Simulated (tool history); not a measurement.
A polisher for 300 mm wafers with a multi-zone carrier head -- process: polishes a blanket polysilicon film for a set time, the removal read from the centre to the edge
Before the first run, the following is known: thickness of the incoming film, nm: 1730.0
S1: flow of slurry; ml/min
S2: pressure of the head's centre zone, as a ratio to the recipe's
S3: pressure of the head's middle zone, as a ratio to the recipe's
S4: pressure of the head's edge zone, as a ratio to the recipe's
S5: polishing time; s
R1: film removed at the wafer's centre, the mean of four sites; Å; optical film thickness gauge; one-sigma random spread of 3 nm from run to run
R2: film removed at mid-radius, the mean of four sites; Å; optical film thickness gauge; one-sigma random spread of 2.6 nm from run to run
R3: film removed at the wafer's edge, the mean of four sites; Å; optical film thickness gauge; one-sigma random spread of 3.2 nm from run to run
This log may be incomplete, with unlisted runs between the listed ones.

| run | hour | S1 | S2 | S3 | S4 | S5 | R1 | R2 | R3 |
|---|---|---|---|---|---|---|---|---|---|
| 1 | 0 | 205 | 1 | 1 | 1 | 30 | 3235.1 | 3190.7 | 3209.5 |
| 2 | 4.9 | 225 | 1 | 1 | 1 | 30 | 3304.4 | 3246.9 | 3280.3 |
| 3 | 7.5 | 220 | 0.98 | 0.99 | 0.99 | 30 | 3210 | 3290.7 | 3285.6 |
| 4 | 8.4 | 220 | 0.98 | 0.99 | 0.99 | 25 | 2632.4 | 2750.2 | 2715.5 |
| 5 | 9.9 | 220 | 0.98 | 1.05 | 0.99 | 25 | 2661.9 | 2867.8 | 2717.5 |
| 6 | 11.6 | 215 | 0.97 | 1.04 | 0.99 | 25 | 2635 | 2819.1 | 2728.3 |
| 7 | 16.1 | 210 | 0.96 | 1.03 | 0.99 | 25 | 2549.1 | 2789 | 2724.9 |
| 8 | 24.2 | 205 | 0.96 | 1.03 | 0.99 | 25 | 2512.5 | 2748.7 | 2729.7 |
| 9 | 26.9 | 200 | 0.96 | 1.03 | 0.98 | 25 | 2593.9 | 2793.9 | 2615.7 |
| 10 | 33.3 | 195 | 0.95 | 1.02 | 0.98 | 25 | 2624.3 | 2704.7 | 2661.9 |
| 11 | 40.9 | 195 | 0.94 | 1.02 | 0.98 | 25 | 2558 | 2712.2 | 2619 |
| 12 | 45.2 | 195 | 0.93 | 1.02 | 0.98 | 25 | 2563.1 | 2729.9 | 2678.3 |
| 13 | 49.4 | 195 | 0.92 | 1.02 | 0.98 | 25 | 2417.5 | 2690.8 | 2688.6 |
| 14 | 52 | 190 | 0.92 | 1.02 | 0.98 | 25 | 2456.7 | 2700.7 | 2656.3 |

Run 15, settings as shown, results not yet in. Your forecast:
| 15 | 57.2 | 185 | 0.92 | 1.02 | 0.98 | 25 | ? | ? | ? |

{"run 15": {"R1": 2453.8, "R2": 2695.6, "R3": 2666.9}}

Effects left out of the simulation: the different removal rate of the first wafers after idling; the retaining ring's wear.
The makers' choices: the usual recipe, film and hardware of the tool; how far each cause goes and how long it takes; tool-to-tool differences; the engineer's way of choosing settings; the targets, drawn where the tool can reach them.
